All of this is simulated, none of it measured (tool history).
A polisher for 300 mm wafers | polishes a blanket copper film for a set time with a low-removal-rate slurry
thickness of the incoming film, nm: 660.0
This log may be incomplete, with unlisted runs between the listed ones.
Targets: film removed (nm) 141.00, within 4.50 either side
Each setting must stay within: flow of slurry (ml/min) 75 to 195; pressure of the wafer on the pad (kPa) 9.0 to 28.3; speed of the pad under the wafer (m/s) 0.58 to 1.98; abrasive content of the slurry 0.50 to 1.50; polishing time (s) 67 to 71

| run | hour | flow of slurry (ml/min) | pressure of the wafer on the pad (kPa) | speed of the pad under the wafer (m/s) | abrasive content of the slurry | polishing time (s) | film removed (nm) |
|---|---|---|---|---|---|---|---|
| 1 | 0.0 | 125 | 18.6 | 1.28 | 1.00 | 67 | 223.38 |
| 2 | 4.9 | 125 | 18.6 | 1.16 | 1.00 | 67 | 200.38 |
| 3 | 9.8 | 125 | 14.5 | 1.16 | 1.00 | 67 | 160.15 |
| 4 | 17.5 | 125 | 14.5 | 1.16 | 1.00 | 71 | 170.96 |
| 5 | 24.4 | 125 | 13.1 | 1.16 | 1.00 | 71 | 154.20 |
| 6 | 32.7 | 125 | 10.3 | 1.16 | 1.00 | 71 | 121.57 |
| 7 | 37.9 | 130 | 10.3 | 1.16 | 1.00 | 71 | 124.78 |
| 8 | 39.8 | 135 | 11.0 | 1.16 | 1.00 | 71 | 132.97 |
| 9 | 42.4 | 145 | 11.0 | 1.16 | 1.00 | 71 | 132.24 |

Exactly one of the 4 candidate moves below puts every result within its allowed miss. Which one?
| A | 45.0 | 135 | 13.1 | 1.18 | 0.85 | 71 | ? |
| B | 45.0 | 135 | 10.3 | 1.32 | 1.15 | 68 | ? |
| C | 45.0 | 145 | 14.5 | 0.98 | 1.15 | 71 | ? |
| D | 45.0 | 175 | 15.2 | 0.92 | 1.10 | 71 | ? |

| move | film removed (nm) |
|---|---|
| A | 150.26 |
| B | 137.96 |
| C | 151.05 |
| D | 151.85 |
A: takes the result that was furthest off past its target
B: in spec on every target
C: takes the result that was furthest off past its target
D: takes the result that was furthest off past its target
B is the move that brings every result within its allowed miss.

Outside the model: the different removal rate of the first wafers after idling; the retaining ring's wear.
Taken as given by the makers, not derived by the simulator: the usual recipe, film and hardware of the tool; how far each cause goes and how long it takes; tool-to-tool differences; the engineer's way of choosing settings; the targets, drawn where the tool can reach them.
